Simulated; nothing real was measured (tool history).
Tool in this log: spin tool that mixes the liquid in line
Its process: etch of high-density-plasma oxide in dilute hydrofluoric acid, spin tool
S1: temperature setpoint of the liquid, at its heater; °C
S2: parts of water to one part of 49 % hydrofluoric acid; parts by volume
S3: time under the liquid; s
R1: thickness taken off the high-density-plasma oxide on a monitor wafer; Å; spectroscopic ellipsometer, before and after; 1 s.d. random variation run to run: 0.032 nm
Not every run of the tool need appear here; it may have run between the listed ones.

| run | day | S1 | S2 | S3 | R1 |
|---|---|---|---|---|---|
| 1 | 0.000 | 25.0 | 245 | 300 | 62.199 |
| 2 | 0.254 | 23.5 | 255 | 300 | 55.880 |
| 3 | 0.292 | 23.5 | 175 | 300 | 89.200 |
| 4 | 0.446 | 22.0 | 200 | 300 | 71.760 |
| 5 | 0.483 | 19.0 | 200 | 300 | 62.979 |
| 6 | 0.833 | 21.5 | 200 | 300 | 70.504 |
| 7 | 0.875 | 17.5 | 285 | 300 | 39.291 |

For run 8, what comes out?
| 8 | 1.108 | 18.0 | 285 | 300 | ? |

Run 8 produced R1 39.148 Å.

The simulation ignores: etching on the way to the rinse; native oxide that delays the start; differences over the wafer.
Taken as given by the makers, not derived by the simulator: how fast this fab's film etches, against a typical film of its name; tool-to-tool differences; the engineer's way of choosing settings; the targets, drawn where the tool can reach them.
